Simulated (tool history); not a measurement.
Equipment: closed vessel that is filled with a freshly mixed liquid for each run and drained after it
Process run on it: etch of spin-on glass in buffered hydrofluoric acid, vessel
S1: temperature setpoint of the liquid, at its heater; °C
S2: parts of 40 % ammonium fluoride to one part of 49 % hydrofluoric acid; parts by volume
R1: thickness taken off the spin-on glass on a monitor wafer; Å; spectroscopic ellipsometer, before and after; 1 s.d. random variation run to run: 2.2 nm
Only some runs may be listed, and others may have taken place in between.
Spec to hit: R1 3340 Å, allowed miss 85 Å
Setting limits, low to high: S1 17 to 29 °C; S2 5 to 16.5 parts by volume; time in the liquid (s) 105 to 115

{"run": 1, "day": 0.0, "S1": 21, "S2": 10, "time in the liquid (s)": 105, "R1": 2453.5}
{"run": 2, "day": 0.375, "S1": 21, "S2": 11.5, "time in the liquid (s)": 105, "R1": 2133.7}
{"run": 3, "day": 0.612, "S1": 21, "S2": 11.5, "time in the liquid (s)": 105, "R1": 2164.2}
{"run": 4, "day": 0.821, "S1": 17.5, "S2": 11.5, "time in the liquid (s)": 105, "R1": 1797}
{"run": 5, "day": 1.175, "S1": 19.5, "S2": 11.5, "time in the liquid (s)": 105, "R1": 1967.9}
{"run": 6, "day": 1.45, "S1": 19.5, "S2": 10.5, "time in the liquid (s)": 105, "R1": 2158}
{"run": 7, "day": 1.5, "S1": 20.5, "S2": 10.5, "time in the liquid (s)": 105, "R1": 2303.2}
{"run": 8, "day": 1.762, "S1": 21.5, "S2": 10.5, "time in the liquid (s)": 105, "R1": 2416.4}
{"run": 9, "day": 1.833, "S1": 22, "S2": 10.5, "time in the liquid (s)": 105, "R1": 2496.2}
{"run": 10, "day": 2.154, "S1": 22.5, "S2": 10.5, "time in the liquid (s)": 105, "R1": 2546.6}
{"run": 11, "day": 2.446, "S1": 26.5, "S2": 10.5, "time in the liquid (s)": 105, "R1": 3158.5}

Which one of the following 4 next-run settings gets every result inside its allowed miss? There is exactly one.
{"run": "A", "day": 2.738, "S1": 27, "S2": 11.5, "time in the liquid (s)": 110, "R1": "?"}
{"run": "B", "day": 2.738, "S1": 25.5, "S2": 11, "time in the liquid (s)": 105, "R1": "?"}
{"run": "C", "day": 2.738, "S1": 26, "S2": 11, "time in the liquid (s)": 110, "R1": "?"}
{"run": "D", "day": 2.738, "S1": 26.5, "S2": 10.5, "time in the liquid (s)": 110, "R1": "?"}

move=A R1=3125.2
move=B R1=2873.9
move=C R1=3093.1
move=D R1=3324.5
A: moves away from the targets compared with the last run
B: moves away from the targets compared with the last run
C: moves away from the targets compared with the last run
D: all results land within tolerance of their targets
Correct choice: D, which meets every target
